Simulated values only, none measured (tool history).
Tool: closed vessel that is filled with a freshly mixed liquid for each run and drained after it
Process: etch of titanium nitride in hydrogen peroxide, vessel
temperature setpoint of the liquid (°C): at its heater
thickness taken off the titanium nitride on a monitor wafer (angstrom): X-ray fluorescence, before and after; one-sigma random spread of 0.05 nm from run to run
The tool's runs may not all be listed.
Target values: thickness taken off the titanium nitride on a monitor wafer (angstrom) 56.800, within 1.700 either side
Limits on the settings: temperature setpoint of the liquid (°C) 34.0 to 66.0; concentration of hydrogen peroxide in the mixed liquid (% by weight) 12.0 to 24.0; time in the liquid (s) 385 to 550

run	day	temperature setpoint of the liquid (°C)	concentration of hydrogen peroxide in the mixed liquid (% by weight)	time in the liquid (s)	thickness taken off the titanium nitride on a monitor wafer (angstrom)
1	0.000	50.0	16.0	550	144.130
2	0.179	47.0	16.0	550	117.040
3	0.517	44.5	16.0	550	97.940
4	0.725	42.5	16.0	550	83.826
5	0.812	41.0	16.0	550	73.916
6	0.950	40.0	16.0	550	68.698
7	1.100	39.5	16.0	550	65.364
8	1.346	39.0	16.0	550	62.981
9	1.700	38.5	16.0	550	60.846
10	1.775	38.0	16.0	550	59.083

Which one of the following 4 next-run settings gets every result inside its allowed miss? There is exactly one.
A	1.850	43.0	12.5	385	?
B	1.850	41.0	16.5	400	?
C	1.850	36.5	17.5	540	?
D	1.850	36.0	20.5	550	?

move	thickness taken off the titanium nitride on a monitor wafer (angstrom)
A	57.186
B	54.107
C	52.175
D	52.844
A: every result within its allowed miss
B: moves the result that the last run missed by most past its target, out the other side
C: moves the result that the last run missed by most past its target, out the other side
D: moves the result that the last run missed by most past its target, out the other side
Go with A: it meets all targets.
